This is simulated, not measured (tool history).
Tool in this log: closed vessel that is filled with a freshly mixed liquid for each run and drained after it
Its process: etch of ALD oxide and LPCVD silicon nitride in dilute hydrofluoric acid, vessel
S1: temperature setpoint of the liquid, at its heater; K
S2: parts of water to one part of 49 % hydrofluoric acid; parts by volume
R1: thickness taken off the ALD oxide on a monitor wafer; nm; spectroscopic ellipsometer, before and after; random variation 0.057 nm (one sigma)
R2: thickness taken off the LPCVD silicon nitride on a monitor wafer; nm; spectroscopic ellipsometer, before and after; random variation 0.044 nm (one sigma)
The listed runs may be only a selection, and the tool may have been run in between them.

{"run": 1, "hour": 0.0, "S1": 296.15, "S2": 190, "time in the liquid (s)": 125, "R1": 8.8719, "R2": 0.31791}
{"run": 2, "hour": 6.2, "S1": 296.15, "S2": 260, "time in the liquid (s)": 125, "R1": 6.0553, "R2": 0.20261}
{"run": 3, "hour": 11.8, "S1": 298.15, "S2": 220, "time in the liquid (s)": 125, "R1": 7.921, "R2": 0.23013}
{"run": 4, "hour": 17.6, "S1": 295.15, "S2": 220, "time in the liquid (s)": 125, "R1": 7.0981, "R2": 0.24319}
{"run": 5, "hour": 19.5, "S1": 295.15, "S2": 220, "time in the liquid (s)": 100, "R1": 5.6892, "R2": 0.213}
{"run": 6, "hour": 22.2, "S1": 297.65, "S2": 220, "time in the liquid (s)": 100, "R1": 6.2565, "R2": 0.22127}
{"run": 7, "hour": 27.7, "S1": 299.65, "S2": 180, "time in the liquid (s)": 100, "R1": 8.54, "R2": 0.31374}
{"run": 8, "hour": 31.1, "S1": 303.65, "S2": 105, "time in the liquid (s)": 100, "R1": 18.805, "R2": 0.60293}
{"hour": 39.8, "done": "thermometer replaced"}
{"run": 9, "hour": 39.8, "S1": 302.65, "S2": 105, "time in the liquid (s)": 100, "R1": 18.902, "R2": 0.67775}
{"run": 10, "hour": 48.1, "S1": 301.15, "S2": 105, "time in the liquid (s)": 100, "R1": 18.039, "R2": 0.64078}
{"run": 11, "hour": 51.8, "S1": 301.15, "S2": 105, "time in the liquid (s)": 100, "R1": 18.058, "R2": 0.64239}

What does the tool deliver on the next run?
{"run": 12, "hour": 56.1, "S1": 299.65, "S2": 105, "time in the liquid (s)": 100, "R1": "?", "R2": "?"}

R1: 16.8840 nm
R2: 0.56798 nm
